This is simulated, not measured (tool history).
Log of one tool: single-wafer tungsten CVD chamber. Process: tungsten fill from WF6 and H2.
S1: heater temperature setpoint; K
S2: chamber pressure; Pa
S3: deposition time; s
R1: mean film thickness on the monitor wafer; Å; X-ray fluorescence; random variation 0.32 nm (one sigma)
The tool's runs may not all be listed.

| run | hour | S1 | S2 | S3 | R1 |
|---|---|---|---|---|---|
| 1 | 0.0 | 663.15 | 6213 | 41.4 | 1336.2 |
| 2 | 5.7 | 663.15 | 6213 | 42.7 | 1371.5 |
| 3 | 14.0 | 652.15 | 6213 | 42.7 | 1134.4 |
| 4 | 18.2 | 652.15 | 5306 | 42.7 | 1065.4 |
| 5 | 18.9 | 653.15 | 5320 | 42.7 | 1076.7 |
| 6 | 20.3 | 653.15 | 5320 | 42.7 | 1084.9 |

The next listed run, before its measurement:
| 7 | 28.2 | 654.15 | 5333 | 42.7 | ? |

Run 7 gave R1 1100.5 Å.

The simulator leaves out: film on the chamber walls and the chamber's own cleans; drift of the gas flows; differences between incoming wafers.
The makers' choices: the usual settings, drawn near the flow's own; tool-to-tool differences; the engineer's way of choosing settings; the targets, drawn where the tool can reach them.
